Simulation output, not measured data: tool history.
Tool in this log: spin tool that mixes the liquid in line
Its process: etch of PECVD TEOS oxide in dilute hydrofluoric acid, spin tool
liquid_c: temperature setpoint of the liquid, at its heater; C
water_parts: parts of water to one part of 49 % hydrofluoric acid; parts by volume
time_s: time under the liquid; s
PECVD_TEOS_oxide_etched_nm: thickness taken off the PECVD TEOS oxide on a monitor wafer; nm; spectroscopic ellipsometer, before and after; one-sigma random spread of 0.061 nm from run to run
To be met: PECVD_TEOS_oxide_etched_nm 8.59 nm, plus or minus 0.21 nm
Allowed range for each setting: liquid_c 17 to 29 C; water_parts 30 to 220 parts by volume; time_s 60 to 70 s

| run | hour | liquid_c | water_parts | time_s | PECVD_TEOS_oxide_etched_nm |
|---|---|---|---|---|---|
| 1 | 0 | 21 | 125 | 70 | 6.4647 |
| 2 | 4.1 | 21 | 145 | 70 | 5.5296 |
| 3 | 10.7 | 21 | 145 | 60 | 4.6976 |
| 4 | 11.3 | 22.5 | 140 | 60 | 5.1879 |
| 5 | 12.3 | 23.5 | 130 | 60 | 5.9502 |
| 6 | 14.8 | 24.5 | 125 | 60 | 6.4852 |
| 7 | 23 | 25 | 120 | 60 | 6.8054 |
| 8 | 24.6 | 25.5 | 115 | 60 | 7.3378 |
| 9 | 31.4 | 25.5 | 115 | 60 | 7.2764 |
| 10 | 39.6 | 26 | 115 | 60 | 7.4214 |
| 11 | 45.3 | 26.5 | 115 | 60 | 7.6804 |
| 12 | 53.6 | 29 | 115 | 60 | 8.3551 |

Which of these 4 next moves meets every target?
| A | 61.9 | 28 | 125 | 70 | ? |
| B | 61.9 | 28.5 | 105 | 60 | ? |
| C | 61.9 | 24 | 115 | 70 | ? |
| D | 61.9 | 28.5 | 120 | 70 | ? |

| move | PECVD_TEOS_oxide_etched_nm |
|---|---|
| A | 8.5032 |
| B | 9.0791 |
| C | 8.0292 |
| D | 9.084 |
A: hits every target within its allowed miss
B: takes the result that was furthest off past its target
C: moves away from the targets compared with the last run
D: takes the result that was furthest off past its target
Correct choice: A, which meets every target
